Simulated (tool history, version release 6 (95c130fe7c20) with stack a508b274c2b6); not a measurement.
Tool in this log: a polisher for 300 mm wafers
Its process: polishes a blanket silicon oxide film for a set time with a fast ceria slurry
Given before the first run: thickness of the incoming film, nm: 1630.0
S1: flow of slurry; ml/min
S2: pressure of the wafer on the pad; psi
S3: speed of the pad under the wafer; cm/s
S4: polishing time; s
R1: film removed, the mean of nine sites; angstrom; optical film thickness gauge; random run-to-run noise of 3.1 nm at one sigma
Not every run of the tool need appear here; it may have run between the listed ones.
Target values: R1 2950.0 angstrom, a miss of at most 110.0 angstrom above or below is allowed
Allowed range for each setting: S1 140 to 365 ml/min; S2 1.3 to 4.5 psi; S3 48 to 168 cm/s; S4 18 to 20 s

run	hour	S1	S2	S3	S4	R1
1	0.0	235	2.9	108	20	3806.1
2	7.6	235	3.4	108	20	4505.0
3	14.0	235	3.4	132	20	5413.1
4	17.4	235	3.4	132	18	4825.5
5	20.2	235	3.0	130	18	4302.1
# hour 28.7: worn pad replaced by a new one
6	28.7	265	3.0	130	18	4770.0
7	35.1	230	2.9	130	18	4435.3
8	37.4	195	2.1	128	18	3200.8
9	42.2	190	1.8	128	18	2752.6
10	46.8	195	1.8	128	18	2798.4
11	55.2	200	1.8	128	18	2760.6

Exactly one of the 5 candidate moves below puts every result within its allowed miss. Which one?
A	63.6	180	1.5	132	20	?
B	63.6	245	1.7	108	20	?
C	63.6	190	1.7	136	19	?
D	63.6	180	1.6	140	18	?
E	63.6	185	2.0	112	18	?

move	R1
A	2651.1
B	2530.6
C	2935.7
D	2686.0
E	2680.7
A: its largest miss is bigger than the last run's
B: its largest miss is bigger than the last run's
C: in spec on every target
D: its largest miss is bigger than the last run's
E: its largest miss is bigger than the last run's
So the answer is move C, the one that meets all the targets.
